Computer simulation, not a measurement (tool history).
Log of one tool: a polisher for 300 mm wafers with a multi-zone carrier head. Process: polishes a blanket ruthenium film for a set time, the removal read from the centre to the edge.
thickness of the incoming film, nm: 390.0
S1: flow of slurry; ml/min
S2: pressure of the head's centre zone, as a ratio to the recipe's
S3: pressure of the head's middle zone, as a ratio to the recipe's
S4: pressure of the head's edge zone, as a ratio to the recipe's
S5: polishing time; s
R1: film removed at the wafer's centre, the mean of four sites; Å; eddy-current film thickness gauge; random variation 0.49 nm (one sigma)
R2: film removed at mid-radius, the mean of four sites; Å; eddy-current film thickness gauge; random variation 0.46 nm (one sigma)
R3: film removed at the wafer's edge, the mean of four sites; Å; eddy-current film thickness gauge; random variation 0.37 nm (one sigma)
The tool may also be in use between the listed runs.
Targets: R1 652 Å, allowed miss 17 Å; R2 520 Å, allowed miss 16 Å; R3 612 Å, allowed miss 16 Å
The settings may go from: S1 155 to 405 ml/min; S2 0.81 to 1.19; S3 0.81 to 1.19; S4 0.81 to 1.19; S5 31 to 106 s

{"run": 1, "hour": 0.0, "S1": 260, "S2": 1, "S3": 1, "S4": 1, "S5": 68, "R1": 647.26, "R2": 643.38, "R3": 678.82}
{"run": 2, "hour": 1.6, "S1": 250, "S2": 1.01, "S3": 0.96, "S4": 0.98, "S5": 68, "R1": 658.26, "R2": 615.22, "R3": 668.9}
{"run": 3, "hour": 3.4, "S1": 240, "S2": 1.01, "S3": 0.93, "S4": 0.96, "S5": 68, "R1": 649.18, "R2": 604.66, "R3": 669.51}
{"run": 4, "hour": 8.5, "S1": 235, "S2": 1.03, "S3": 0.91, "S4": 0.94, "S5": 67, "R1": 648.97, "R2": 588.3, "R3": 647.93}
{"run": 5, "hour": 17.1, "S1": 235, "S2": 0.95, "S3": 0.91, "S4": 0.94, "S5": 67, "R1": 595.83, "R2": 585.88, "R3": 639.23}
{"hour": 21.1, "done": "worn pad replaced by a new one"}
{"run": 6, "hour": 21.1, "S1": 240, "S2": 0.98, "S3": 0.89, "S4": 0.93, "S5": 66, "R1": 666.99, "R2": 616.65, "R3": 697.18}
{"run": 7, "hour": 24.2, "S1": 230, "S2": 1.01, "S3": 0.89, "S4": 0.95, "S5": 66, "R1": 686.74, "R2": 626.31, "R3": 702.8}
{"run": 8, "hour": 27.8, "S1": 270, "S2": 1.02, "S3": 0.89, "S4": 0.93, "S5": 64, "R1": 687.44, "R2": 610.55, "R3": 690.02}
{"run": 9, "hour": 36.7, "S1": 260, "S2": 1.04, "S3": 0.88, "S4": 0.93, "S5": 62, "R1": 682.7, "R2": 586.47, "R3": 669.03}
{"run": 10, "hour": 41.0, "S1": 210, "S2": 1.05, "S3": 0.81, "S4": 0.85, "S5": 59, "R1": 632.82, "R2": 506.91, "R3": 602.11}

4 next moves are on the table. One of them brings every result within its allowed miss. Which?
{"run": "A", "hour": 45.3, "S1": 265, "S2": 0.97, "S3": 0.81, "S4": 0.81, "S5": 59, "R1": "?", "R2": "?", "R3": "?"}
{"run": "B", "hour": 45.3, "S1": 200, "S2": 1.07, "S3": 0.82, "S4": 0.86, "S5": 60, "R1": "?", "R2": "?", "R3": "?"}
{"run": "C", "hour": 45.3, "S1": 155, "S2": 0.97, "S3": 0.85, "S4": 0.9, "S5": 66, "R1": "?", "R2": "?", "R3": "?"}
{"run": "D", "hour": 45.3, "S1": 170, "S2": 1, "S3": 0.87, "S4": 0.96, "S5": 64, "R1": "?", "R2": "?", "R3": "?"}

move=A R1=603.23 R2=532.22 R3=608.6
move=B R1=647.45 R2=524.78 R3=612.63
move=C R1=609.4 R2=565.35 R3=659.43
move=D R1=623.61 R2=570.15 R3=663.99
A: further off than the last run
B: meets every target
C: further off than the last run
D: further off than the last run
Answer: B
